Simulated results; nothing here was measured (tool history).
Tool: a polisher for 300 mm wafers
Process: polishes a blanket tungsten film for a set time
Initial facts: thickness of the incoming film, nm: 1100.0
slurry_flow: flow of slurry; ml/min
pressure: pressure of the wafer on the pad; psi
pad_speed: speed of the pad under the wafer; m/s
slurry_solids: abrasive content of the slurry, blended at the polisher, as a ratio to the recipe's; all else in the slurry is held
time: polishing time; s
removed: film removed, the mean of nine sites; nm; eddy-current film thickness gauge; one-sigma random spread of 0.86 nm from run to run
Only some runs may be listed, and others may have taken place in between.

run  hour  slurry_flow  pressure  pad_speed  slurry_solids  time  removed
  1     0          185       2.4          1              1    29   99.667
  2   4.7          185       2.1       0.98              1    29   87.541
  3  11.1          185       2.1       1.16              1    29   105.72
  4  14.4          185       2.1       1.16            0.9    29   100.18
  5  21.3          185       2.1       1.16            0.9    29   99.228
  6  21.9          185       1.8       1.14            0.9    29   91.766
  7  24.5          185       1.8       1.14            0.9    29   87.631
  8  27.1          185       1.6       1.12            0.9    29    79.09
  9    33          185       1.5        1.1            0.9    29    76.58
     34.3  -- worn pad replaced by a new one
 10  34.3          185       1.4       1.08            0.9    29   79.112

Run 11 has not been measured yet. What should we expect?
 11  39.4          185       1.3       1.02            0.9    29        ?

For run 11 the tool returned removed 70.01 nm.
